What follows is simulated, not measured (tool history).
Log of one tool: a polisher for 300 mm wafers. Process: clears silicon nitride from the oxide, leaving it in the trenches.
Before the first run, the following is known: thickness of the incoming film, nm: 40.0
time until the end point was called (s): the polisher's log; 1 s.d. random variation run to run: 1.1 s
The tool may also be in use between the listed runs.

run	hour	flow of slurry (ml/min)	pressure of the wafer on the pad (psi)	speed of the pad under the wafer (cm/s)	overpolish time after the end point (s)	time until the end point was called (s)
1	0.0	125	1.8	84	6	71.040
2	5.2	120	1.6	84	6	80.888
3	10.9	120	1.6	100	6	68.772
4	13.8	120	1.6	114	6	60.805
5	20.8	120	1.9	114	6	50.635
6	26.6	115	1.7	112	6	57.953

What will run 7 give?
7	28.2	95	1.2	94	6	?

{"run 7": {"time until the end point was called (s)": 102.31}}
